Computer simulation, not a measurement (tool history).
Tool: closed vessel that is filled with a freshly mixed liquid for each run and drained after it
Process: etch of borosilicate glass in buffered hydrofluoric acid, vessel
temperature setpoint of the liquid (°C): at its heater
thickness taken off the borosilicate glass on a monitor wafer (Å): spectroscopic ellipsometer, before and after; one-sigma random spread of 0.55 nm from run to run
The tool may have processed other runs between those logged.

run,hour,temperature setpoint of the liquid (°C),parts of 40 % ammonium fluoride to one part of 49 % hydrofluoric acid (parts by volume),time in the liquid (s),thickness taken off the borosilicate glass on a monitor wafer (Å)
1,0,24,15,90,708.25
2,6.2,24,19,90,561.46
3,10.5,24,19,90,556.35
4,19,24,16.5,90,641.31
5,20.7,24,19,90,555.34
6,26.4,20.5,19,90,463.05
7,29.8,22.5,18,90,541.36
8,34.1,24,17.5,90,602.34
9,38.7,25.5,17,90,670.25
10,45.5,26.5,16.5,90,733.38

What does the tool deliver on the next run?
11,53.9,30.5,15,90,?

Logged for run 11: thickness taken off the borosilicate glass on a monitor wafer (Å) 987.5.
